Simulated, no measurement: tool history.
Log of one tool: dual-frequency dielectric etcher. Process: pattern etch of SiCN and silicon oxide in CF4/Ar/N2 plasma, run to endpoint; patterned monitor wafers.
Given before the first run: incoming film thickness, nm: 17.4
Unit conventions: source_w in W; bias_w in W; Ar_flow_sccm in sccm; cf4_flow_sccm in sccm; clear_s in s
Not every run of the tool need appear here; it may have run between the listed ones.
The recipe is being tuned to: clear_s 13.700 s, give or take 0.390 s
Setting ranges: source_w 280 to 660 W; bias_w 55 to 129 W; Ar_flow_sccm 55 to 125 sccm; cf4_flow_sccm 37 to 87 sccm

run,day,source_w,bias_w,Ar_flow_sccm,cf4_flow_sccm,clear_s
1,0.000,470,92,90,62,18.906
2,0.046,470,92,103,62,19.387
3,0.188,490,93,103,62,18.618
4,0.217,570,93,103,62,16.822
5,0.433,570,93,87,62,16.268
6,0.704,490,93,87,62,18.000
7,0.862,510,94,87,62,17.647
8,1.004,520,95,86,62,17.396
9,1.238,530,96,85,62,16.936
10,1.517,540,97,85,62,16.489
11,1.575,540,97,85,62,16.290
12,1.600,550,97,85,62,16.300
13,1.792,560,98,85,62,15.908
14,1.871,570,98,85,62,15.407

Pick the move, out of 5, that brings all results within their allowed miss; only one does.
A,1.950,540,87,93,62,?
B,1.950,480,94,74,59,?
C,1.950,570,89,92,71,?
D,1.950,610,102,83,54,?
E,1.950,660,96,75,74,?

move,clear_s
A,17.900
B,18.100
C,16.703
D,14.885
E,13.840
A: the biggest miss grows against the last run
B: the biggest miss grows against the last run
C: the biggest miss grows against the last run
D: better than the last run, though not everything is in spec
E: hits every target within its allowed miss
E meets every target.
